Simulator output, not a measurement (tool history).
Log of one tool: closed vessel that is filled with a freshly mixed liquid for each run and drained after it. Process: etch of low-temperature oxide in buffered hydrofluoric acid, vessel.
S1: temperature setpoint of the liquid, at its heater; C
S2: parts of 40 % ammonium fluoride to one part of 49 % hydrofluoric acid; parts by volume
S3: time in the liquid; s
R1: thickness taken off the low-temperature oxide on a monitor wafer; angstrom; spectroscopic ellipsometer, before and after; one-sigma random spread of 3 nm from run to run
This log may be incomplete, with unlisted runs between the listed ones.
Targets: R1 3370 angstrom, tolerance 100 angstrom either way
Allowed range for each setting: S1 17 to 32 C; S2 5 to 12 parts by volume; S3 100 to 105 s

run  hour    S1   S2   S3      R1
  1     0    24    7  100  5687.4
  2   5.7    24  8.5  100  4687.1
  3  12.2  25.5  8.5  100  5006.2
  4    17  25.5  6.5  100  6577.3
  5  19.9  28.5  6.5  100  7816.2
  6  22.5  28.5  6.5  100  7714.3
  7    24    26    7  100  6381.5
  8  26.9    24  7.5  100    5323
  9  33.8  22.5  7.5  100  4860.4
 10  37.6  21.5  7.5  100  4694.1
 11  39.7  20.5  7.5  100  4346.4
 12  41.8  19.5  7.5  100  4164.6
 13    48    19  7.5  100  3997.5
 14  56.6  18.5  7.5  100  3896.5
 15  57.9    18  7.5  100  3794.9

4 next moves are on the table. One of them brings every result within its allowed miss. Which?
  A  59.2  19.5  6.5  100   ?
  B  59.2    17    6  105   ?
  C  59.2    18  6.5  100   ?
  D  59.2  17.5  8.5  105   ?

move      R1
   A  4780.4
   B  4670.6
   C  4392.8
   D  3406.8
A: the biggest miss grows against the last run
B: the biggest miss grows against the last run
C: the biggest miss grows against the last run
D: hits every target within its allowed miss
Correct choice: D, which meets every target
